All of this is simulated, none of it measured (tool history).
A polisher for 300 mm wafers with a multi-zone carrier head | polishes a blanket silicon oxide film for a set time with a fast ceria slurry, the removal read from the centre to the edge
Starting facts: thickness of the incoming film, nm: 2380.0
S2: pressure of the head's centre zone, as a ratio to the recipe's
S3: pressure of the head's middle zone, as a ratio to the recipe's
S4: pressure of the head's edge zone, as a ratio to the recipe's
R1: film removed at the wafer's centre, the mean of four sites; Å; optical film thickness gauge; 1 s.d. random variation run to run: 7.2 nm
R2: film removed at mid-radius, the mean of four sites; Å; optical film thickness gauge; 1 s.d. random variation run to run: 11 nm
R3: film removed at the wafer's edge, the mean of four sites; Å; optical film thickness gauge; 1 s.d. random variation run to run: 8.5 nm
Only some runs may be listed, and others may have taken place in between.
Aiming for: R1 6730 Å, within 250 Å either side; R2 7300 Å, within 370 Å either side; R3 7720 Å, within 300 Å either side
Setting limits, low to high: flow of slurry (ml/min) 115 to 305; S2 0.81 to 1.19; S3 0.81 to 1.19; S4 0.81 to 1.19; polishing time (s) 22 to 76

Run 1, hour 0: flow of slurry (ml/min) 195, S2 1, S3 1, S4 1, polishing time (s) 49. Result: R1 8201 Å, R2 9159.8 Å, R3 9126.5 Å.
Run 2, hour 4: flow of slurry (ml/min) 195, S2 1, S3 1.06, S4 1, polishing time (s) 49. Result: R1 8373.4 Å, R2 9515.5 Å, R3 8873.2 Å.
Run 3, hour 5.2: flow of slurry (ml/min) 185, S2 1, S3 1.02, S4 0.99, polishing time (s) 47. Result: R1 7858.3 Å, R2 8895.6 Å, R3 8594.7 Å.
Run 4, hour 6.5: flow of slurry (ml/min) 185, S2 0.97, S3 1.02, S4 0.99, polishing time (s) 47. Result: R1 7722.6 Å, R2 8865.5 Å, R3 8526.7 Å.
At hour 14: centre zone pressure recalibrated.
Run 5, hour 14: flow of slurry (ml/min) 165, S2 0.97, S3 1.02, S4 0.99, polishing time (s) 47. Result: R1 8334.7 Å, R2 8792.5 Å, R3 8571.4 Å.
Run 6, hour 21.5: flow of slurry (ml/min) 165, S2 0.97, S3 1.02, S4 0.94, polishing time (s) 47. Result: R1 8215.3 Å, R2 8520.8 Å, R3 8258.6 Å.
Run 7, hour 25.3: flow of slurry (ml/min) 175, S2 0.95, S3 0.99, S4 0.93, polishing time (s) 46. Result: R1 7912.8 Å, R2 8459.4 Å, R3 8048.2 Å.
Run 8, hour 26.9: flow of slurry (ml/min) 120, S2 0.88, S3 0.89, S4 1.02, polishing time (s) 43. Result: R1 6448 Å, R2 6630.5 Å, R3 7516.1 Å.

Consider the 4 candidate settings below. Which is the only one whose results all fall within their allowed miss of target?
Run A, hour 28.5: flow of slurry (ml/min) 145, S2 0.83, S3 1.01, S4 0.83, polishing time (s) 43. Result: R1 ?, R2 ?, R3 ?.
Run B, hour 28.5: flow of slurry (ml/min) 160, S2 0.88, S3 0.93, S4 1, polishing time (s) 43. Result: R1 ?, R2 ?, R3 ?.
Run C, hour 28.5: flow of slurry (ml/min) 150, S2 0.86, S3 1.06, S4 1.05, polishing time (s) 40. Result: R1 ?, R2 ?, R3 ?.
Run D, hour 28.5: flow of slurry (ml/min) 115, S2 0.88, S3 0.82, S4 1.07, polishing time (s) 41. Result: R1 ?, R2 ?, R3 ?.

move      R1      R2      R3
   A  6275.6  7679.5  7084.1
   B    6774  7276.8  7818.6
   C  6091.3  7481.2  7380.2
   D  6042.4  5898.9    7404
A: takes the biggest miss from the last run beyond its target
B: hits every target within its allowed miss
C: brings the result that was furthest off to its target, and leaves another outside
D: moves away from the targets compared with the last run
The move that meets every target is B.
